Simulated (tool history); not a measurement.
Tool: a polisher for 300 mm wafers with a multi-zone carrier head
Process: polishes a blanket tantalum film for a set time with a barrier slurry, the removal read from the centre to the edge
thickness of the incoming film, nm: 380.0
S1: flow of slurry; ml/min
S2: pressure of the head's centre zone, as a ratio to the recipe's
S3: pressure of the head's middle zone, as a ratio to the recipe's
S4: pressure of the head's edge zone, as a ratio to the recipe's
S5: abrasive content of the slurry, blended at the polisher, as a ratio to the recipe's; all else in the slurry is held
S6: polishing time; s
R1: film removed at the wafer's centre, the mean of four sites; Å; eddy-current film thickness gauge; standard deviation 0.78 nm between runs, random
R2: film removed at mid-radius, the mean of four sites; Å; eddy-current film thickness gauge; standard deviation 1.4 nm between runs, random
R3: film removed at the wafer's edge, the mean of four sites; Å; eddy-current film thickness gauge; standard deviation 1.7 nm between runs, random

| run | hour | S1 | S2 | S3 | S4 | S5 | S6 | R1 | R2 | R3 |
|---|---|---|---|---|---|---|---|---|---|---|
| 1 | 0.0 | 255 | 1.00 | 1.00 | 1.00 | 1.00 | 48 | 725.51 | 724.66 | 739.57 |
| 2 | 4.6 | 255 | 0.98 | 1.02 | 1.03 | 1.10 | 50 | 745.34 | 799.20 | 776.36 |
| 3 | 6.1 | 250 | 0.96 | 1.00 | 1.06 | 1.20 | 53 | 787.36 | 842.32 | 872.22 |
| 4 | 8.6 | 250 | 0.95 | 1.01 | 1.08 | 1.25 | 55 | 823.65 | 869.27 | 916.63 |
| 5 | 11.3 | 250 | 0.93 | 1.03 | 1.09 | 1.30 | 57 | 842.48 | 942.74 | 967.99 |
| 6 | 14.2 | 255 | 0.93 | 1.05 | 1.10 | 1.35 | 58 | 859.74 | 998.72 | 965.73 |
| 7 | 23.1 | 255 | 0.92 | 1.05 | 1.11 | 1.40 | 59 | 876.71 | 1013.90 | 1005.50 |
| 8 | 31.1 | 255 | 0.92 | 1.05 | 1.11 | 1.40 | 59 | 873.72 | 1013.30 | 992.17 |

Run 9, settings as shown, results not yet in. Your forecast:
| 9 | 32.2 | 250 | 0.91 | 1.05 | 1.12 | 1.40 | 60 | ? | ? | ? |

Run 9 came out at R1 880.70 Å, R2 1042.20 Å, R3 1026.80 Å.
